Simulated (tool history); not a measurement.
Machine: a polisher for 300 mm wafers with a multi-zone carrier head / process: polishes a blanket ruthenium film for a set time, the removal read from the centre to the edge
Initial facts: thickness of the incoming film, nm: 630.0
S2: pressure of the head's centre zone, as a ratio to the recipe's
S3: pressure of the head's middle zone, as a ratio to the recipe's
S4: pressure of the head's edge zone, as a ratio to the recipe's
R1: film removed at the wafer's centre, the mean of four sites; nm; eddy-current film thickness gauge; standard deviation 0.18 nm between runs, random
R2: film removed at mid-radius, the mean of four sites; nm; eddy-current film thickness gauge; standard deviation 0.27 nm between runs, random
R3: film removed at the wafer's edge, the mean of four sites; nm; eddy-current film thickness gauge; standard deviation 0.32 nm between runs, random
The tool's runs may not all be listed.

{"run": 1, "day": 0.0, "flow of slurry (ml/min)": 235, "S2": 1.0, "S3": 1.0, "S4": 1.0, "polishing time (s)": 40, "R1": 42.396, "R2": 43.358, "R3": 42.954}
{"run": 2, "day": 0.258, "flow of slurry (ml/min)": 235, "S2": 1.0, "S3": 1.05, "S4": 1.0, "polishing time (s)": 40, "R1": 42.777, "R2": 45.241, "R3": 43.456}
{"run": 3, "day": 0.475, "flow of slurry (ml/min)": 210, "S2": 1.0, "S3": 1.05, "S4": 1.0, "polishing time (s)": 40, "R1": 42.005, "R2": 44.176, "R3": 42.557}
{"run": 4, "day": 0.621, "flow of slurry (ml/min)": 205, "S2": 0.95, "S3": 1.06, "S4": 0.99, "polishing time (s)": 38, "R1": 37.603, "R2": 42.165, "R3": 39.857}
{"run": 5, "day": 0.704, "flow of slurry (ml/min)": 205, "S2": 0.95, "S3": 1.06, "S4": 1.07, "polishing time (s)": 38, "R1": 37.726, "R2": 41.819, "R3": 41.093}
{"run": 6, "day": 0.875, "flow of slurry (ml/min)": 195, "S2": 0.91, "S3": 1.07, "S4": 1.06, "polishing time (s)": 37, "R1": 34.966, "R2": 40.986, "R3": 40.249}

Estimate the outcome of run 7 from the log above:
{"run": 7, "day": 0.967, "flow of slurry (ml/min)": 185, "S2": 0.89, "S3": 1.07, "S4": 1.03, "polishing time (s)": 36, "R1": "?", "R2": "?", "R3": "?"}

Logged for run 7: R1 32.391 nm, R2 40.173 nm, R3 37.522 nm.
